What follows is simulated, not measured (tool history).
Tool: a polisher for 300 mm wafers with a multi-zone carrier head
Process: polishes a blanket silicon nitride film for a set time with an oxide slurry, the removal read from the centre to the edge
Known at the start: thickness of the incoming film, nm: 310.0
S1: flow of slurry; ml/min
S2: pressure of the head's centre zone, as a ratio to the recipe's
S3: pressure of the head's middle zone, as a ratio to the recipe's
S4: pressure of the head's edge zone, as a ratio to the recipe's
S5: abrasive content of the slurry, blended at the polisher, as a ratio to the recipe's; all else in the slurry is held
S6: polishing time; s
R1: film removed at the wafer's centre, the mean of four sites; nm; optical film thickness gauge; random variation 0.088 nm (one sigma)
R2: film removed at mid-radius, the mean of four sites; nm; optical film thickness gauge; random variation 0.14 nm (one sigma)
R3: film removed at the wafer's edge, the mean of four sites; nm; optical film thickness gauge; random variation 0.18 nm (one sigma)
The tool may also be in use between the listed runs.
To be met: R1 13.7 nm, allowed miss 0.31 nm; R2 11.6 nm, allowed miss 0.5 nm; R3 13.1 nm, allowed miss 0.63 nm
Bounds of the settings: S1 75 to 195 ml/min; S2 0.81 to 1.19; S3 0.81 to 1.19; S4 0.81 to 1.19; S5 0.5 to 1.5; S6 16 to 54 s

Run 1, hour 0: S1 125 ml/min, S2 1, S3 1, S4 1, S5 1, S6 35 s. Result: R1 18.837 nm, R2 18.937 nm, R3 20.213 nm.
Run 2, hour 3.6: S1 125 ml/min, S2 0.94, S3 1, S4 1, S5 1, S6 35 s. Result: R1 18.134 nm, R2 19.079 nm, R3 19.554 nm.
Run 3, hour 11.9: S1 125 ml/min, S2 0.94, S3 0.93, S4 1, S5 1, S6 35 s. Result: R1 17.981 nm, R2 18.123 nm, R3 19.934 nm.
Run 4, hour 20.5: S1 125 ml/min, S2 0.98, S3 0.9, S4 0.94, S5 0.85, S6 33 s. Result: R1 15.739 nm, R2 14.875 nm, R3 16.085 nm.
Run 5, hour 21.3: S1 110 ml/min, S2 1, S3 0.87, S4 0.91, S5 0.8, S6 33 s. Result: R1 14.37 nm, R2 13.319 nm, R3 15.045 nm.
Run 6, hour 24.5: S1 110 ml/min, S2 0.92, S3 0.87, S4 0.91, S5 0.8, S6 33 s. Result: R1 13.669 nm, R2 13.193 nm, R3 14.821 nm.
Run 7, hour 31.1: S1 110 ml/min, S2 0.96, S3 0.85, S4 0.88, S5 0.75, S6 33 s. Result: R1 13.203 nm, R2 12.478 nm, R3 13.72 nm.
Run 8, hour 33.7: S1 110 ml/min, S2 1, S3 0.84, S4 0.88, S5 0.75, S6 33 s. Result: R1 13.689 nm, R2 12.369 nm, R3 13.907 nm.
At hour 41.9: edge zone pressure recalibrated.
Run 9, hour 41.9: S1 110 ml/min, S2 1.02, S3 0.83, S4 0.87, S5 0.75, S6 33 s. Result: R1 13.915 nm, R2 12.193 nm, R3 13.453 nm.

Which of these 5 next moves meets every target?
Run A, hour 50.1: S1 100 ml/min, S2 1.08, S3 0.81, S4 0.96, S5 0.8, S6 32 s. Result: R1 ?, R2 ?, R3 ?.
Run B, hour 50.1: S1 90 ml/min, S2 1.06, S3 0.81, S4 0.89, S5 0.75, S6 34 s. Result: R1 ?, R2 ?, R3 ?.
Run C, hour 50.1: S1 125 ml/min, S2 1.01, S3 0.88, S4 0.81, S5 0.85, S6 28 s. Result: R1 ?, R2 ?, R3 ?.
Run D, hour 50.1: S1 75 ml/min, S2 1.01, S3 0.87, S4 0.9, S5 0.95, S6 33 s. Result: R1 ?, R2 ?, R3 ?.
Run E, hour 50.1: S1 80 ml/min, S2 1.07, S3 0.81, S4 1.07, S5 0.75, S6 35 s. Result: R1 ?, R2 ?, R3 ?.

move      R1      R2      R3
   A  14.377  12.155  13.464
   B  13.652  11.767  12.735
   C  13.565  12.596  11.957
   D  14.165   13.43  14.287
   E    13.4  11.564  13.893
A: further off than the last run
B: meets every target
C: further off than the last run
D: further off than the last run
E: brings the result that was furthest off to its target, and leaves another outside
Answer: B

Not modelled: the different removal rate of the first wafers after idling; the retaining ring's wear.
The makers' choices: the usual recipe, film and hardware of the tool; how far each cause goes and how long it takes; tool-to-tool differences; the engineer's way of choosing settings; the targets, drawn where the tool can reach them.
